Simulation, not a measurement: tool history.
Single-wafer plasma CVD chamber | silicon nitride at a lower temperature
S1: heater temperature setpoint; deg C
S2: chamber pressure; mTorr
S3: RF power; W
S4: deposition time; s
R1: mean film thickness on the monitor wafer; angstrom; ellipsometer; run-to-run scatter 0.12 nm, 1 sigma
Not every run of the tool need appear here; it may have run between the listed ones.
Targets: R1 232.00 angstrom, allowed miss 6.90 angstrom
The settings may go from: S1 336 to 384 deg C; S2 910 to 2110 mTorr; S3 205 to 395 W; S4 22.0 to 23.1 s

run    day   S1    S2   S3    S4      R1
  1  0.000  360  1510  300  23.1  284.17
  2  0.304  349  1510  300  23.1  287.31
  3  0.338  349  1430  285  22.9  273.70
  4  0.675  349  1310  285  22.9  262.64
  5  0.733  349  1240  280  22.9  255.49
  6  1.058  349  1240  250  22.9  243.68
  7  1.271  349  1210  250  22.9  242.93
  8  1.400  349  1180  250  22.9  240.14

5 candidate next runs follow, results not yet known. Just one meets every target within its allowed miss. Identify it.
  A  1.529  349  1150  260  22.0   ?
  B  1.529  370  1000  305  23.1   ?
  C  1.529  347  1260  260  23.1   ?
  D  1.529  336  1270  265  23.1   ?
  E  1.529  350  1200  280  23.1   ?

move      R1
   A  233.82
   B  251.40
   C  252.50
   D  256.29
   E  257.39
A: meets every target
B: moves away from the targets compared with the last run
C: moves away from the targets compared with the last run
D: moves away from the targets compared with the last run
E: moves away from the targets compared with the last run
Move A is the one to make.
